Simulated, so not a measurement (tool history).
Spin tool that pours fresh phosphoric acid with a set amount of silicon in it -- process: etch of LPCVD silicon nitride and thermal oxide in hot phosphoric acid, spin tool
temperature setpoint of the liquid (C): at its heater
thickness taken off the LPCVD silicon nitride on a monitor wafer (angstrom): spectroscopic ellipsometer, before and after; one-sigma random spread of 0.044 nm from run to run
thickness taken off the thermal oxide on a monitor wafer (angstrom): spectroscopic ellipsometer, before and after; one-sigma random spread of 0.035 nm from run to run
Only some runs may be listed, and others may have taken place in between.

run,hour,temperature setpoint of the liquid (C),silicon dissolved in the acid as it is poured (mg a litre),time under the liquid (s),thickness taken off the LPCVD silicon nitride on a monitor wafer (angstrom),thickness taken off the thermal oxide on a monitor wafer (angstrom)
1,0,161,8.5,110,104.34,2.8642
2,4,162.5,8.5,110,109.62,2.9705
3,10.9,161.5,8.5,110,105.73,3.2868
4,12.7,162.5,9.5,115,114.55,2.8193
5,13.9,162.5,9.5,160,159.59,5.2277
6,20.7,162.5,9.5,195,194.59,7.0228
7,29.5,161,11,185,175.22,5.5079
8,31.6,160,11.5,175,160.47,3.8561
9,39.8,159.5,10,170,152.58,3.2262
10,43.9,160,10,160,147,4.2957

Run 11, settings as shown, results not yet in. Your forecast:
11,44.9,159.5,10.5,155,?,?

Logged for run 11: thickness taken off the LPCVD silicon nitride on a monitor wafer (angstrom) 139.59, thickness taken off the thermal oxide on a monitor wafer (angstrom) 3.7414.
